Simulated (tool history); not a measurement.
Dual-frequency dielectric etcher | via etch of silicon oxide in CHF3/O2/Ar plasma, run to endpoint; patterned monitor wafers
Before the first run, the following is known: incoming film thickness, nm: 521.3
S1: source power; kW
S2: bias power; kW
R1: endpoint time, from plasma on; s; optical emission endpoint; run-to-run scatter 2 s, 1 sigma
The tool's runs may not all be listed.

run	hour	S1	S2	R1
1	0	0.52	0.159	332.79
2	2.8	0.59	0.176	306.5
3	6.5	0.64	0.188	284.37
4	10.3	0.67	0.193	274.43
5	18.1	0.67	0.166	286.65
6	23.3	0.71	0.166	278.75
7	27.2	0.72	0.176	273.52

Expected results for the next run?
8	30.1	0.72	0.185	?

R1: 269.78 s
